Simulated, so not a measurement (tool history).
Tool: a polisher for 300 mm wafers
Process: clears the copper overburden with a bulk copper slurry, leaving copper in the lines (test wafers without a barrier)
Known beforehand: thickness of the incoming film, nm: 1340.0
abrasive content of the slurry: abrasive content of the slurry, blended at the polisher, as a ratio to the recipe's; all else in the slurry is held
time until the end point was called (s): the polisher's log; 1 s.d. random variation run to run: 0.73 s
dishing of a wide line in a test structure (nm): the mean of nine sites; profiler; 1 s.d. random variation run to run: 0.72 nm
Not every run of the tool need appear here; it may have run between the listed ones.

run    day  flow of slurry (ml/min)  pressure of the wafer on the pad (psi)  speed of the pad under the wafer (m/s)  abrasive content of the slurry  overpolish time after the end point (s)  time until the end point was called (s)  dishing of a wide line in a test structure (nm)
  1      0                      285                                     3.1                                     1.1                               1                                       12                                   106.77                                           81.748
  2  0.279                      310                                     3.1                                     1.1                               1                                       12                                   105.47                                           82.989
  3  0.492                      265                                       3                                    1.24                               1                                        9                                   100.08                                            67.55
  4  0.812                      265                                       3                                    1.24                               1                                       13                                   100.62                                           89.632
  5  1.067                      235                                     2.9                                     1.4                               1                                       10                                    95.06                                           74.657
  6  1.208                      215                                     2.8                                     1.5                            1.15                                        8                                   90.738                                           65.992
  7  1.317                      200                                     2.7                                    1.56                            1.25                                        7                                   90.241                                           59.924
  8  1.442                      190                                     2.7                                     1.6                            1.35                                        6                                   88.023                                           55.353
  9   1.55                      185                                     2.7                                    1.64                             1.4                                        5                                   84.573                                           47.586
 10  1.754                      205                                     2.7                                    1.64                            1.45                                        5                                   82.909                                           48.808
 11  2.004                      245                                     2.6                                    1.66                            1.45                                        5                                   83.705                                           48.884

Expected results for the next run?
 12  2.258                      245                                     2.6                                    1.66                            1.45                                        5                                        ?                                                ?

{"run 12": {"time until the end point was called (s)": 83.326, "dishing of a wide line in a test structure (nm)": 48.666}}
